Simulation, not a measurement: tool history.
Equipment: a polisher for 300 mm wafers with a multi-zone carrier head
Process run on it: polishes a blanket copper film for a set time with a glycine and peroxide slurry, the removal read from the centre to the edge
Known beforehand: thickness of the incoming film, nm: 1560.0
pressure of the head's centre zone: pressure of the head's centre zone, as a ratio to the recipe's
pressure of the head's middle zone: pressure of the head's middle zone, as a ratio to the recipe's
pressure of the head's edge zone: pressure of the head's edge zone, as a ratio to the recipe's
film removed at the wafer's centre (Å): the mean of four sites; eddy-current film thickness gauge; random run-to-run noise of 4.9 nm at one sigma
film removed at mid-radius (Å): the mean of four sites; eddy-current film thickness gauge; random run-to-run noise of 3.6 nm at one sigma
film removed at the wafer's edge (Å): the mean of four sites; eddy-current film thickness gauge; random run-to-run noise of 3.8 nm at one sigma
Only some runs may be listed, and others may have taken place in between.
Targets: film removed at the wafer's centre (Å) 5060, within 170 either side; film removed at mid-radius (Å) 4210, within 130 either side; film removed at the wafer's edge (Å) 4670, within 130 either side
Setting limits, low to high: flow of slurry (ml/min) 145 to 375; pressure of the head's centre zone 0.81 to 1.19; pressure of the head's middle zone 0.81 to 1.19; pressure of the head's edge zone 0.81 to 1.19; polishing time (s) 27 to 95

run	day	flow of slurry (ml/min)	pressure of the head's centre zone	pressure of the head's middle zone	pressure of the head's edge zone	polishing time (s)	film removed at the wafer's centre (Å)	film removed at mid-radius (Å)	film removed at the wafer's edge (Å)
1	0	240	1	1	1	61	3508.2	3485.1	3484.1
2	0.183	250	1.03	0.99	1.04	64	3683.7	3637.4	3791.6
3	0.354	260	1.07	0.98	1.04	67	4008	3798.8	3977.9
4	0.462	210	1.07	0.98	1.04	67	3934.9	3628.5	3893.5
5	0.808	210	1.07	0.93	1.04	67	3889.1	3507.3	3806.8
6	0.838	215	1.1	0.93	1.05	69	4151.7	3620.5	3995.8
7	1.117	230	1.12	0.94	1.06	70	4325.3	3799.4	4077.7
8	1.167	240	1.14	0.93	1.08	71	4500.2	3808.3	4224.5
9	1.338	260	1.15	0.94	1.09	71	4517.2	3841.5	4270.7
10	1.362	270	1.16	0.94	1.09	72	4651.7	4016.6	4311
11	1.683	275	1.17	0.93	1.1	73	4725.3	3912.5	4409.3
12	1.829	275	1.17	0.94	1.1	74	4909.1	4101.3	4491.8
13	2.012	280	1.17	0.94	1.11	74	4847.8	4091.1	4494.3

Exactly one of the 4 candidate moves below puts every result within its allowed miss. Which one?
A	2.196	285	1.18	0.94	1.1	77	?	?	?
B	2.196	265	1.19	0.82	1.09	79	?	?	?
C	2.196	255	1.19	0.93	0.94	75	?	?	?
D	2.196	225	1.19	0.81	1.07	81	?	?	?

move	film removed at the wafer's centre (Å)	film removed at mid-radius (Å)	film removed at the wafer's edge (Å)
A	5121.5	4178.9	4698
B	5237.5	3828.8	4775
C	4950.2	3985.6	4197.9
D	5243.7	3807.6	4773.9
A: each result inside its tolerance
B: brings the last run's worst result on target, with another outside its allowed miss
C: the biggest miss grows against the last run
D: brings the last run's worst result on target, with another outside its allowed miss
Move A is the one to make.
